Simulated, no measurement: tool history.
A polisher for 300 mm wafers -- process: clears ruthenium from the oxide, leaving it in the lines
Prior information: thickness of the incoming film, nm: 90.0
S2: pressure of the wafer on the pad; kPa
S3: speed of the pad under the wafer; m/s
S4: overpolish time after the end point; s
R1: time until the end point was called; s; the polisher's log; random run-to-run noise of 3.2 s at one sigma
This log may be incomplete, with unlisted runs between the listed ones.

{"run": 1, "day": 0.0, "flow of slurry (ml/min)": 220, "S2": 9, "S3": 0.96, "S4": 9, "R1": 141.45}
{"run": 2, "day": 0.125, "flow of slurry (ml/min)": 220, "S2": 7.6, "S3": 0.94, "S4": 9, "R1": 165.96}
{"run": 3, "day": 0.196, "flow of slurry (ml/min)": 220, "S2": 6.9, "S3": 0.92, "S4": 9, "R1": 182.47}
{"run": 4, "day": 0.346, "flow of slurry (ml/min)": 220, "S2": 8.3, "S3": 0.92, "S4": 9, "R1": 158.75}
{"run": 5, "day": 0.671, "flow of slurry (ml/min)": 220, "S2": 6.9, "S3": 0.92, "S4": 9, "R1": 184.36}
{"run": 6, "day": 0.792, "flow of slurry (ml/min)": 220, "S2": 6.9, "S3": 1.16, "S4": 9, "R1": 147.87}
{"run": 7, "day": 1.062, "flow of slurry (ml/min)": 220, "S2": 6.2, "S3": 1.08, "S4": 9, "R1": 169.08}

Forecast run 8:
{"run": 8, "day": 1.204, "flow of slurry (ml/min)": 220, "S2": 5.5, "S3": 1.02, "S4": 9, "R1": "?"}

Run 8 gave R1 194 s.
